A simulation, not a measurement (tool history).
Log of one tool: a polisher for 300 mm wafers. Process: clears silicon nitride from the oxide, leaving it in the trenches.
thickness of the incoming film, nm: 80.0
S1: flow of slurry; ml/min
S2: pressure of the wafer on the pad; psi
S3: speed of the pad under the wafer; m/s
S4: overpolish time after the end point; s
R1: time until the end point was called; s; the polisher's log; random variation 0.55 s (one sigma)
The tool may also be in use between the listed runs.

{"run": 1, "day": 0.0, "S1": 305, "S2": 3.5, "S3": 0.78, "S4": 12, "R1": 89.808}
{"run": 2, "day": 0.25, "S1": 305, "S2": 3.9, "S3": 0.82, "S4": 12, "R1": 76.25}
{"run": 3, "day": 0.338, "S1": 240, "S2": 3.9, "S3": 0.82, "S4": 12, "R1": 79.62}
{"run": 4, "day": 0.596, "S1": 240, "S2": 3.9, "S3": 0.72, "S4": 12, "R1": 85.902}
{"day": 0.717, "done": "worn pad replaced by a new one"}
{"run": 5, "day": 0.717, "S1": 245, "S2": 4.2, "S3": 0.78, "S4": 12, "R1": 68.323}
{"run": 6, "day": 0.883, "S1": 320, "S2": 4.2, "S3": 0.78, "S4": 12, "R1": 67.209}
{"run": 7, "day": 1.25, "S1": 325, "S2": 5.2, "S3": 0.9, "S4": 12, "R1": 47.909}

Forecast run 8:
{"run": 8, "day": 1.588, "S1": 325, "S2": 5.2, "S3": 0.92, "S4": 12, "R1": "?"}

Run 8 gave R1 46.783 s.
